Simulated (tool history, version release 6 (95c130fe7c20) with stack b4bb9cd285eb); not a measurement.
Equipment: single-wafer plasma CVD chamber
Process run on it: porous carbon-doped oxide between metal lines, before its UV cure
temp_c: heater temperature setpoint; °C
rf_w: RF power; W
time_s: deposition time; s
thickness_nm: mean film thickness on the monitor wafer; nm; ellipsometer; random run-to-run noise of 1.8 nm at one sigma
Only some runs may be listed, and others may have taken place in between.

| run | hour | temp_c | rf_w | time_s | thickness_nm |
|---|---|---|---|---|---|
| 1 | 0 | 280 | 460 | 48.4 | 261.03 |
| 2 | 7.5 | 276 | 475 | 48.5 | 274.31 |
| 3 | 9.1 | 283 | 475 | 48.5 | 263.31 |
| 4 | 15.6 | 283 | 410 | 48.5 | 226.52 |
| 5 | 22.5 | 292 | 410 | 48.5 | 215.98 |
| 6 | 28 | 286 | 435 | 48.6 | 239.48 |
| 7 | 29.3 | 281 | 455 | 48.7 | 259.37 |
| 8 | 36.7 | 269 | 515 | 48.9 | 310.58 |
| 9 | 38.6 | 267 | 515 | 48.9 | 312.92 |

Expected results for the next run?
| 10 | 45.4 | 265 | 520 | 48.9 | ? |

thickness_nm: 319.86 nm
